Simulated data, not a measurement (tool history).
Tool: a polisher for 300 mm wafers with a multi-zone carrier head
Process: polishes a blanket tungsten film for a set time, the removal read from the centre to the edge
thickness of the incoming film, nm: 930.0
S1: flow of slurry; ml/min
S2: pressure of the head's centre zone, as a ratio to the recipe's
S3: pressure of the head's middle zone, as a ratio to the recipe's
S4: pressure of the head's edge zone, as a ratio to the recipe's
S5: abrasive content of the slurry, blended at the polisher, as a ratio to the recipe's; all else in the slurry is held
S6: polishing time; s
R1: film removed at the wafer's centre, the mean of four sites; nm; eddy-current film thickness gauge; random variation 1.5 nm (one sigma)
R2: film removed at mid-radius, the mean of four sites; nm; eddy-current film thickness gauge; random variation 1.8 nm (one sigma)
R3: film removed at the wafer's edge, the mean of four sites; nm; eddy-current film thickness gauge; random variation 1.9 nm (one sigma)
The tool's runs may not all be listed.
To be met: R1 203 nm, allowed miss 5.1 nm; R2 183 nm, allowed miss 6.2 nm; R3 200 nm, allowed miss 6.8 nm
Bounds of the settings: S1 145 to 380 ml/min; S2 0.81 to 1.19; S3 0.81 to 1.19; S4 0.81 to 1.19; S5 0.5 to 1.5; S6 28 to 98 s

run  hour   S1    S2    S3    S4    S5  S6      R1      R2      R3
  1     0  245     1     1     1     1  63  306.33  305.42  316.46
  2   4.6  245     1  0.98  0.98  0.95  61  291.19  293.46  294.99
  3  11.2  240     1  0.96  0.99   0.9  59  281.81  274.49  282.83
  4  16.7  235  0.99  0.94  0.99  0.85  58  265.62  263.11  279.13
  5    22  235     1  0.93  0.98   0.8  56  256.26  249.89  264.63
  6  22.7  235     1  0.93  0.98   0.8  44  198.33  194.18  200.78
  7  30.4  235     1  0.92  0.98   0.8  44  200.13  193.17   206.4
  8  33.4  235     1  0.91  0.98   0.8  44  200.65  192.89   203.7

Which of these 5 next moves meets every target?
  A  36.4  245  0.92  1.01  0.94   0.8  46   ?   ?   ?
  B  36.4  230  0.96  0.97  0.99   0.9  43   ?   ?   ?
  C  36.4  285  0.99  1.03  0.82  0.85  43   ?   ?   ?
  D  36.4  190  1.07  0.91  1.02   0.8  43   ?   ?   ?
  E  36.4  295  1.02  1.03  0.86  0.75  44   ?   ?   ?

move      R1      R2      R3
   A  194.88  216.43  204.83
   B  194.25  202.19  201.65
   C  201.29  210.98  184.73
   D     204  184.64  195.58
   E  205.57  209.39  187.16
A: further off than the last run
B: further off than the last run
C: further off than the last run
D: meets every target
E: further off than the last run
Answer: D
